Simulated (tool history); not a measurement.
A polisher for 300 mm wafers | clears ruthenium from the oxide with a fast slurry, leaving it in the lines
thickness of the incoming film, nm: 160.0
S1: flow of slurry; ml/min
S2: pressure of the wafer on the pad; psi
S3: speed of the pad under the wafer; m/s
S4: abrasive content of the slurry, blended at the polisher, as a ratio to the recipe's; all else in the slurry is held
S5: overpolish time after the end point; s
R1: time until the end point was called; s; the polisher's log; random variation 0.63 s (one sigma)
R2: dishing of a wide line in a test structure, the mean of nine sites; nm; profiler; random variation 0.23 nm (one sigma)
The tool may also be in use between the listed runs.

Run 1, hour 0: S1 195 ml/min, S2 3.1 psi, S3 0.94 m/s, S4 1, S5 16 s. Result: R1 46.381 s, R2 38.132 nm.
Run 2, hour 2.1: S1 230 ml/min, S2 3.1 psi, S3 0.94 m/s, S4 1, S5 16 s. Result: R1 45.646 s, R2 38.677 nm.
Run 3, hour 10.2: S1 230 ml/min, S2 3 psi, S3 0.94 m/s, S4 1, S5 15 s. Result: R1 47.76 s, R2 35.907 nm.
Run 4, hour 18.4: S1 230 ml/min, S2 3 psi, S3 0.94 m/s, S4 1, S5 14 s. Result: R1 46.105 s, R2 34.032 nm.
Run 5, hour 25: S1 230 ml/min, S2 3 psi, S3 0.94 m/s, S4 1.15, S5 14 s. Result: R1 44.065 s, R2 35.743 nm.
Run 6, hour 33.7: S1 230 ml/min, S2 3 psi, S3 0.94 m/s, S4 1.15, S5 17 s. Result: R1 43.687 s, R2 40.847 nm.
Run 7, hour 42.1: S1 230 ml/min, S2 2.9 psi, S3 0.94 m/s, S4 1.15, S5 16 s. Result: R1 45.476 s, R2 37.739 nm.

Forecast run 8:
Run 8, hour 47.8: S1 230 ml/min, S2 2.8 psi, S3 0.94 m/s, S4 1.15, S5 15 s. Result: R1 ?, R2 ?.

Run 8 gave R1 46.323 s, R2 35.826 nm.

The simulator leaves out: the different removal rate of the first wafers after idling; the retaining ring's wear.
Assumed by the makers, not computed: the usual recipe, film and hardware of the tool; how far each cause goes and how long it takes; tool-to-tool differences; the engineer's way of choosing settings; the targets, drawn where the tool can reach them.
